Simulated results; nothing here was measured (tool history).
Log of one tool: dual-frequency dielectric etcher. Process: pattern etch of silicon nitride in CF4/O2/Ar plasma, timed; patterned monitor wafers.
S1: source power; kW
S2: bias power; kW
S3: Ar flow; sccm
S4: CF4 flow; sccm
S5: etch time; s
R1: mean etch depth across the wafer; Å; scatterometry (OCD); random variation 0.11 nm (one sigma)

run,hour,S1,S2,S3,S4,S5,R1
1,0.0,0.560,0.053,119,121,19.0,377.67
2,2.4,0.560,0.053,119,134,19.0,382.05
3,4.0,0.590,0.053,119,134,19.0,400.57
4,7.3,0.590,0.058,119,134,19.0,414.31
5,16.2,0.590,0.058,100,134,19.0,419.89
6,17.5,0.600,0.058,100,134,19.0,430.49

Run 7 comes next. What will it give?
7,20.3,0.610,0.058,100,134,19.0,?

{"run 7": {"R1": 436.27}}
